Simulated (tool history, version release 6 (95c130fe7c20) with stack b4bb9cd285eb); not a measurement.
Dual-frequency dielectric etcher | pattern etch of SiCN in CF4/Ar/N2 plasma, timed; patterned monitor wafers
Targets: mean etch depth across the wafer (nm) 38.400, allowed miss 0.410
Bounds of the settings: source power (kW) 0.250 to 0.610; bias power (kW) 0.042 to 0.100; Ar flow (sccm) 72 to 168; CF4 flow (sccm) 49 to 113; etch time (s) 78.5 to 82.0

run  hour  source power (kW)  bias power (kW)  Ar flow (sccm)  CF4 flow (sccm)  etch time (s)  mean etch depth across the wafer (nm)
  1   0.0              0.430            0.071             120               81           78.5                                 64.065
  2   8.8              0.410            0.067             121               81           78.5                                 59.043
  3  11.0              0.460            0.067             121               81           78.5                                 67.021
  4  20.0              0.460            0.076             121               81           78.5                                 71.334
  5  27.5              0.460            0.076             121               81           82.0                                 74.385
  6  32.5              0.460            0.076             111               81           82.0                                 75.806
  7  35.5              0.460            0.076             111               81           82.0                                 75.812
  8  43.6              0.430            0.072             112               81           82.0                                 68.482
  9  50.8              0.410            0.069             113               81           82.0                                 63.456
 10  53.4              0.390            0.067             113               81           82.0                                 59.242
 11  54.0              0.370            0.066             113               81           82.0                                 55.430
 12  56.5              0.370            0.066             113               81           82.0                                 55.422
 13  58.1              0.350            0.065             113               81           82.0                                 51.567
 14  65.0              0.260            0.057             115               81           82.0                                 33.981
 15  69.7              0.280            0.057             115               81           82.0                                 36.941

4 next moves are on the table. One of them brings every result within its allowed miss. Which?
  A  74.4              0.310            0.052             133               74           82.0                                      ?
  B  74.4              0.310            0.050             117               83           81.0                                      ?
  C  74.4              0.280            0.061              89               76           82.0                                      ?
  D  74.4              0.270            0.058             116               80           82.0                                      ?

move  mean etch depth across the wafer (nm)
   A                                 37.632
   B                                 38.231
   C                                 39.675
   D                                 35.678
A: nearer than the last run, and not there yet
B: meets every target
C: takes the result that was furthest off past its target
D: further off than the last run
Move B is the one to make.
